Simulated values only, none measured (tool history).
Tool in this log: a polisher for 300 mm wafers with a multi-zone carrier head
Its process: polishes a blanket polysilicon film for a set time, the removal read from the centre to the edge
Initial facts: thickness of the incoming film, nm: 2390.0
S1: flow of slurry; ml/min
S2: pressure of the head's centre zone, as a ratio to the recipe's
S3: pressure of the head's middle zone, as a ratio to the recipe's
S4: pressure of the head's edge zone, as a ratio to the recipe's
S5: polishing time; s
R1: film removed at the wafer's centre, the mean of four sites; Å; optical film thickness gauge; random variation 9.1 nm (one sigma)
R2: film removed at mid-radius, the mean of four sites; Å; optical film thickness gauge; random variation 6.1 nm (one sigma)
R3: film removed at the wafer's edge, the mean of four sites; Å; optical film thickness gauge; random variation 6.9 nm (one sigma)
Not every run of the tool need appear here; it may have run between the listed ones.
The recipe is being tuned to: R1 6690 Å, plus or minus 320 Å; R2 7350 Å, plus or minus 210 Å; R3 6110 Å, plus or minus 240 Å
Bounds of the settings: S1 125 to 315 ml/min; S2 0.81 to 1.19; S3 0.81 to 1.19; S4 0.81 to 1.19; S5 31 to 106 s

{"run": 1, "hour": 0.0, "S1": 205, "S2": 1, "S3": 1, "S4": 1, "S5": 68, "R1": 5209, "R2": 5411, "R3": 5263.4}
{"run": 2, "hour": 8.7, "S1": 205, "S2": 1.05, "S3": 1, "S4": 1, "S5": 68, "R1": 5628.1, "R2": 5345.8, "R3": 5399.4}
{"run": 3, "hour": 10.4, "S1": 205, "S2": 1.13, "S3": 1, "S4": 1, "S5": 68, "R1": 5786.7, "R2": 5375.3, "R3": 5295.3}
{"run": 4, "hour": 17.4, "S1": 215, "S2": 1.13, "S3": 1.03, "S4": 1.01, "S5": 69, "R1": 6230.6, "R2": 5713.2, "R3": 5280.9}
{"run": 5, "hour": 22.2, "S1": 215, "S2": 1.1, "S3": 1.05, "S4": 1.02, "S5": 71, "R1": 6208.4, "R2": 5957, "R3": 5643.4}
{"run": 6, "hour": 23.7, "S1": 215, "S2": 1.1, "S3": 1.05, "S4": 1.08, "S5": 71, "R1": 6111.3, "R2": 5959.2, "R3": 5749.4}
{"run": 7, "hour": 28.7, "S1": 225, "S2": 1.09, "S3": 1.07, "S4": 1.08, "S5": 71, "R1": 6075.9, "R2": 5980, "R3": 5837}
{"run": 8, "hour": 29.8, "S1": 220, "S2": 1.08, "S3": 1.09, "S4": 1.06, "S5": 72, "R1": 6137.9, "R2": 6278.5, "R3": 5609}
{"run": 9, "hour": 37.7, "S1": 225, "S2": 1.08, "S3": 1.1, "S4": 1.07, "S5": 73, "R1": 6173.4, "R2": 6391.3, "R3": 5734.4}

Pick the move, out of 4, that brings all results within their allowed miss; only one does.
{"run": "A", "hour": 45.6, "S1": 205, "S2": 1.07, "S3": 1.17, "S4": 1, "S5": 80, "R1": "?", "R2": "?", "R3": "?"}
{"run": "B", "hour": 45.6, "S1": 210, "S2": 0.93, "S3": 1.12, "S4": 1.16, "S5": 79, "R1": "?", "R2": "?", "R3": "?"}
{"run": "C", "hour": 45.6, "S1": 265, "S2": 1.19, "S3": 0.84, "S4": 0.94, "S5": 75, "R1": "?", "R2": "?", "R3": "?"}
{"run": "D", "hour": 45.6, "S1": 220, "S2": 0.91, "S3": 1.14, "S4": 1.1, "S5": 82, "R1": "?", "R2": "?", "R3": "?"}

move=A R1=6758 R2=7365.5 R3=6036.5
move=B R1=5964.9 R2=7033.3 R3=6442.8
move=C R1=7184 R2=5402.8 R3=5663
move=D R1=6129.9 R2=7464.2 R3=6539.2
A: meets every target
B: moves toward the targets from the last run without getting all of them in spec
C: moves away from the targets compared with the last run
D: brings the result that was furthest off to its target, and leaves another outside
Correct choice: A, which meets every target
